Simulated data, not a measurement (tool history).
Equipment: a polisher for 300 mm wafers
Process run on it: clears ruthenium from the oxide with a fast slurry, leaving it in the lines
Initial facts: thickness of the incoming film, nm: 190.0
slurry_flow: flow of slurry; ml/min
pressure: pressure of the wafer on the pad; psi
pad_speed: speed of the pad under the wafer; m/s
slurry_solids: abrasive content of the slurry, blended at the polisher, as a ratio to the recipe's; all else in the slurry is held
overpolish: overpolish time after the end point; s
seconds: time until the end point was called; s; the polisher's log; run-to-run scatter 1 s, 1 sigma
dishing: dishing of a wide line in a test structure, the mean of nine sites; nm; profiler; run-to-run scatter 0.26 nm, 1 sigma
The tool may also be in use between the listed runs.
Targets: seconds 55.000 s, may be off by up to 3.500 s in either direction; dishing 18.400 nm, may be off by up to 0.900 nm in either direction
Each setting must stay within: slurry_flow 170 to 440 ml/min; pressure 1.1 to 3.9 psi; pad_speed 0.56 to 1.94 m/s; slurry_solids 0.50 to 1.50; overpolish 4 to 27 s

Run 1, hour 0.0: slurry_flow 280 ml/min, pressure 2.5 psi, pad_speed 1.24 m/s, slurry_solids 1.00, overpolish 14 s. Result: seconds 51.422 s, dishing 41.065 nm.
Run 2, hour 8.7: slurry_flow 280 ml/min, pressure 2.4 psi, pad_speed 1.24 m/s, slurry_solids 1.00, overpolish 11 s. Result: seconds 53.915 s, dishing 32.533 nm.
Run 3, hour 11.2: slurry_flow 280 ml/min, pressure 2.3 psi, pad_speed 1.24 m/s, slurry_solids 1.00, overpolish 9 s. Result: seconds 54.134 s, dishing 26.618 nm.
Run 4, hour 14.4: slurry_flow 235 ml/min, pressure 2.3 psi, pad_speed 1.24 m/s, slurry_solids 1.00, overpolish 9 s. Result: seconds 55.275 s, dishing 26.577 nm.
Run 5, hour 20.5: slurry_flow 235 ml/min, pressure 2.3 psi, pad_speed 1.52 m/s, slurry_solids 1.00, overpolish 9 s. Result: seconds 49.410 s, dishing 30.320 nm.
Run 6, hour 26.5: slurry_flow 185 ml/min, pressure 2.3 psi, pad_speed 1.52 m/s, slurry_solids 1.00, overpolish 9 s. Result: seconds 49.497 s, dishing 29.252 nm.
Run 7, hour 29.1: slurry_flow 180 ml/min, pressure 2.2 psi, pad_speed 1.50 m/s, slurry_solids 1.05, overpolish 8 s. Result: seconds 51.346 s, dishing 25.405 nm.
Run 8, hour 37.6: slurry_flow 185 ml/min, pressure 2.1 psi, pad_speed 1.50 m/s, slurry_solids 1.10, overpolish 7 s. Result: seconds 54.822 s, dishing 22.101 nm.
Run 9, hour 39.9: slurry_flow 190 ml/min, pressure 2.1 psi, pad_speed 1.50 m/s, slurry_solids 1.15, overpolish 6 s. Result: seconds 51.591 s, dishing 19.716 nm.

Pick the move, out of 4, that brings all results within their allowed miss; only one does.
Run A, hour 42.2: slurry_flow 185 ml/min, pressure 1.9 psi, pad_speed 1.22 m/s, slurry_solids 1.30, overpolish 8 s. Result: seconds ?, dishing ?.
Run B, hour 42.2: slurry_flow 170 ml/min, pressure 2.3 psi, pad_speed 1.36 m/s, slurry_solids 1.05, overpolish 6 s. Result: seconds ?, dishing ?.
Run C, hour 42.2: slurry_flow 220 ml/min, pressure 1.8 psi, pad_speed 1.42 m/s, slurry_solids 1.00, overpolish 8 s. Result: seconds ?, dishing ?.
Run D, hour 42.2: slurry_flow 170 ml/min, pressure 2.3 psi, pad_speed 1.58 m/s, slurry_solids 1.15, overpolish 6 s. Result: seconds ?, dishing ?.

move  seconds  dishing
   A   64.192   22.002
   B   56.101   19.067
   C   64.761   21.822
   D   48.878   21.694
A: lands further from the targets than the last run did
B: every result within its allowed miss
C: lands further from the targets than the last run did
D: lands further from the targets than the last run did
The move that meets every target is B.
